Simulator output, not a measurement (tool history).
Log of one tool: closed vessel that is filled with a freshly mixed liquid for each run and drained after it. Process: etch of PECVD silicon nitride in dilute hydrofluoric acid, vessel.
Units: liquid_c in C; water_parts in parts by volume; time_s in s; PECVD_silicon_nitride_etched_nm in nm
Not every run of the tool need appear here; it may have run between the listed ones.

run	hour	liquid_c	water_parts	time_s	PECVD_silicon_nitride_etched_nm
1	0.0	21.0	60	1285	45.662
2	8.6	21.0	60	1285	45.855
3	10.4	20.5	60	1285	43.898
4	12.7	20.5	45	1285	58.490
5	20.6	18.0	45	1285	48.799
6	23.0	18.0	30	1285	72.203

Run 7 has not been measured yet. What should we expect?
7	30.7	17.5	35	1285	?

{"run 7": {"PECVD_silicon_nitride_etched_nm": 59.606}}
